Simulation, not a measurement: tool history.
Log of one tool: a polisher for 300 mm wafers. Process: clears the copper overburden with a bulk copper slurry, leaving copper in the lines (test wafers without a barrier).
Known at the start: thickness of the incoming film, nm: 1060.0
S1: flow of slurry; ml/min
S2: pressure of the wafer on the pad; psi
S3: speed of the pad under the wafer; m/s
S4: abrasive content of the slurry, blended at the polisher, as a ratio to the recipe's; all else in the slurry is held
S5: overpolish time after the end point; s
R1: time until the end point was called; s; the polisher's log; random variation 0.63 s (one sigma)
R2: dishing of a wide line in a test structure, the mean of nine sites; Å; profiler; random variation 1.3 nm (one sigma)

run	hour	S1	S2	S3	S4	S5	R1	R2
1	0	170	3.5	1.16	1	19	91.57	761.46
2	0.8	170	3.5	1.02	1	19	102.7	751.56
3	8.2	170	3.5	0.92	1	19	114.41	716.14
4	14.5	170	3.5	0.92	1	14	114.78	628.19
5	17	170	3.5	0.92	0.85	14	116.87	591.75
6	24.9	170	3.8	0.92	0.85	15	108.01	655.29
7	26.6	175	4	0.92	0.85	15	101.37	663.35
8	28.9	175	4.2	0.92	0.85	15	99.751	691.19
9	31.5	175	4.4	0.94	0.85	15	92.875	703.66
10	33.6	175	4.5	0.96	0.85	15	87.646	726.96
11	39.7	175	4.6	0.96	0.85	15	88.527	728.71
12	47	175	4.6	0.96	0.85	15	88.344	708.93
13	49.3	180	4.7	0.98	0.85	16	83.898	762.23
14	58	180	4.8	1	0.85	16	79.803	783.03
15	65.9	185	4.9	1	0.85	16	78.615	793.68

Run 16 comes next. What will it give?
16	74.5	185	5	1.02	0.85	16	?	?

{"run 16": {"R1": 75.184, "R2": 816.1}}

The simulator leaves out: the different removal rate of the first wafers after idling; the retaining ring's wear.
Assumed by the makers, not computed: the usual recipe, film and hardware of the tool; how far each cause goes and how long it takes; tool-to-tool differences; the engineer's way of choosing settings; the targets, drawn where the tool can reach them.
